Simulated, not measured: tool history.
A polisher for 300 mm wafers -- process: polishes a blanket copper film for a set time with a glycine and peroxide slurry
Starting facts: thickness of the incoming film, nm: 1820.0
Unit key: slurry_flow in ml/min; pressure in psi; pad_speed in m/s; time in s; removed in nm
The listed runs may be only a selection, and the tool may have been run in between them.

{"run": 1, "hour": 0.0, "slurry_flow": 145, "pressure": 2.3, "pad_speed": 1.26, "time": 51, "removed": 275.18}
{"run": 2, "hour": 5.0, "slurry_flow": 140, "pressure": 1.9, "pad_speed": 1.2, "time": 51, "removed": 221}
{"run": 3, "hour": 6.1, "slurry_flow": 140, "pressure": 1.9, "pad_speed": 1.2, "time": 51, "removed": 220.33}
{"run": 4, "hour": 12.4, "slurry_flow": 130, "pressure": 1.6, "pad_speed": 1.2, "time": 51, "removed": 191.3}
{"run": 5, "hour": 13.7, "slurry_flow": 100, "pressure": 1.6, "pad_speed": 1.2, "time": 51, "removed": 177.48}
{"run": 6, "hour": 16.4, "slurry_flow": 95, "pressure": 1.5, "pad_speed": 1.2, "time": 51, "removed": 167}
{"run": 7, "hour": 21.3, "slurry_flow": 95, "pressure": 1.4, "pad_speed": 1.2, "time": 51, "removed": 158.56}
{"run": 8, "hour": 28.7, "slurry_flow": 95, "pressure": 1.3, "pad_speed": 1.2, "time": 51, "removed": 149.35}
{"run": 9, "hour": 35.3, "slurry_flow": 90, "pressure": 1.3, "pad_speed": 1.2, "time": 51, "removed": 147.78}
{"run": 10, "hour": 42.5, "slurry_flow": 85, "pressure": 1.2, "pad_speed": 1.2, "time": 51, "removed": 137.52}
{"hour": 51.4, "done": "head pressure recalibrated"}
{"run": 11, "hour": 51.4, "slurry_flow": 85, "pressure": 1.2, "pad_speed": 1.2, "time": 51, "removed": 127.55}
{"run": 12, "hour": 59.0, "slurry_flow": 85, "pressure": 1.2, "pad_speed": 1.2, "time": 51, "removed": 128.26}
{"run": 13, "hour": 62.2, "slurry_flow": 85, "pressure": 1.2, "pad_speed": 1.2, "time": 51, "removed": 126.09}

For run 14, what comes out?
{"run": 14, "hour": 68.0, "slurry_flow": 95, "pressure": 1.2, "pad_speed": 1.2, "time": 51, "removed": "?"}

{"run 14": {"removed": 132.61}}

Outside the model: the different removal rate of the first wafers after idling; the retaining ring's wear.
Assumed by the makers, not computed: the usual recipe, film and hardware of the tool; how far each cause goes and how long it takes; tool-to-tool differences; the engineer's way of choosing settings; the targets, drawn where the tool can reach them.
